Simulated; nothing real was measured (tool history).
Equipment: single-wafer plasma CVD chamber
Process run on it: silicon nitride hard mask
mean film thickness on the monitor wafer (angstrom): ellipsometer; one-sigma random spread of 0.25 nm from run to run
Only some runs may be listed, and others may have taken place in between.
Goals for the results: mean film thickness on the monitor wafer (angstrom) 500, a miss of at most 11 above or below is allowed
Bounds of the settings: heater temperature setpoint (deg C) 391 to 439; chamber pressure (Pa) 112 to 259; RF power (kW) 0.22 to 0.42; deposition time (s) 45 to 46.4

run	hour	heater temperature setpoint (deg C)	chamber pressure (Pa)	RF power (kW)	deposition time (s)	mean film thickness on the monitor wafer (angstrom)
1	0	415	185	0.32	45	553.56
2	4.4	415	185	0.32	45	549.84
3	8.3	409	185	0.32	45	558.38
4	10	409	177	0.32	45	545.1
5	17.7	409	177	0.32	46.4	563.74
6	20.4	409	177	0.3	46.4	545.05
7	22.6	409	172	0.3	46.4	537.96
8	31.1	409	172	0.3	46.4	540
9	39.6	409	167	0.3	46.4	532.55

Below are 5 possible settings for the next run. Only one of them brings all results inside the allowed miss of their targets. Which is it?
A	48.1	412	147	0.29	45.9	?
B	48.1	410	215	0.285	46.4	?
C	48.1	420	167	0.33	46.4	?
D	48.1	407	176	0.335	46.4	?
E	48.1	412	167	0.265	45	?

move	mean film thickness on the monitor wafer (angstrom)
A	499.61
B	552.85
C	564.28
D	581.53
E	478.37
A: meets every target
B: its largest miss is bigger than the last run's
C: its largest miss is bigger than the last run's
D: its largest miss is bigger than the last run's
E: the result that was furthest off in the last run now lies on the other side of its target
Move A is the one to make.
